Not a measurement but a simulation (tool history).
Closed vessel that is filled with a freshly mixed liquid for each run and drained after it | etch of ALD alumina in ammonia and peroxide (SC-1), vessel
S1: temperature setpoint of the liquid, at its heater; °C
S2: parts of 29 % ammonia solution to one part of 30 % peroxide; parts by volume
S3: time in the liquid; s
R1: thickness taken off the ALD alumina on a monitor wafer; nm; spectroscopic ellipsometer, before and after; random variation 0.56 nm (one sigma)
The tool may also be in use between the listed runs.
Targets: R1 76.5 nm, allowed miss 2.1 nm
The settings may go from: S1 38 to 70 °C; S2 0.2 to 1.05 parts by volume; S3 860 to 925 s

Run 1, hour 0: S1 54 °C, S2 0.55 parts by volume, S3 860 s. Result: R1 48.104 nm.
Run 2, hour 4.3: S1 56.5 °C, S2 0.55 parts by volume, S3 860 s. Result: R1 54.583 nm.
Run 3, hour 7.6: S1 56.5 °C, S2 0.7 parts by volume, S3 860 s. Result: R1 56.226 nm.
Run 4, hour 10.3: S1 56.5 °C, S2 0.9 parts by volume, S3 860 s. Result: R1 58.121 nm.
Run 5, hour 11.6: S1 58 °C, S2 0.9 parts by volume, S3 860 s. Result: R1 62.053 nm.
Run 6, hour 19.8: S1 58 °C, S2 1.05 parts by volume, S3 860 s. Result: R1 63.072 nm.
Run 7, hour 22.1: S1 59 °C, S2 1.05 parts by volume, S3 860 s. Result: R1 66.94 nm.
Run 8, hour 28.7: S1 59.5 °C, S2 1.05 parts by volume, S3 860 s. Result: R1 68.555 nm.
Run 9, hour 36.3: S1 60 °C, S2 1.05 parts by volume, S3 860 s. Result: R1 70.078 nm.

4 next moves are on the table. One of them brings every result within its allowed miss. Which?
Run A, hour 43.9: S1 58.5 °C, S2 1.05 parts by volume, S3 925 s. Result: R1 ?.
Run B, hour 43.9: S1 58.5 °C, S2 1.05 parts by volume, S3 860 s. Result: R1 ?.
Run C, hour 43.9: S1 62 °C, S2 0.95 parts by volume, S3 860 s. Result: R1 ?.
Run D, hour 43.9: S1 62 °C, S2 0.95 parts by volume, S3 900 s. Result: R1 ?.

move      R1
   A  70.216
   B  65.282
   C  77.366
   D  80.964
A: as far off as the last run
B: further off than the last run
C: meets every target
D: takes the result that was furthest off past its target
Move C is the one to make.
